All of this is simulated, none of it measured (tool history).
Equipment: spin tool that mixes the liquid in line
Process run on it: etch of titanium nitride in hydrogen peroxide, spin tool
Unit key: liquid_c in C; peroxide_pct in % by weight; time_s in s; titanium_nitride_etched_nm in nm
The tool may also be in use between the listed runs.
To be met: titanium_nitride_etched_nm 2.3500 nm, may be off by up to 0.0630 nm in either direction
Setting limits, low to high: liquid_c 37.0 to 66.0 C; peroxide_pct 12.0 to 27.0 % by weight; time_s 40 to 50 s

run	hour	liquid_c	peroxide_pct	time_s	titanium_nitride_etched_nm
1	0.0	53.0	18.0	50	5.0639
2	8.9	51.5	18.0	50	4.6543
3	13.7	50.5	18.0	50	4.2915
4	20.7	49.5	18.0	50	3.9901
5	26.5	49.5	18.0	40	3.1790
6	27.6	49.5	14.5	40	3.0663
7	33.8	45.0	14.5	40	2.1808
8	35.2	45.5	14.5	40	2.2711

5 candidate next runs follow, results not yet known. Just one meets every target within its allowed miss. Identify it.
A	36.6	44.5	14.5	45	?
B	36.6	45.0	15.0	40	?
C	36.6	41.5	18.5	50	?
D	36.6	45.0	16.5	40	?
E	36.6	45.5	12.0	40	?

move	titanium_nitride_etched_nm
A	2.3599
B	2.1931
C	2.2015
D	2.2376
E	2.1723
A: all results in spec
B: moves away from the targets compared with the last run
C: moves away from the targets compared with the last run
D: moves away from the targets compared with the last run
E: moves away from the targets compared with the last run
The right move is A.

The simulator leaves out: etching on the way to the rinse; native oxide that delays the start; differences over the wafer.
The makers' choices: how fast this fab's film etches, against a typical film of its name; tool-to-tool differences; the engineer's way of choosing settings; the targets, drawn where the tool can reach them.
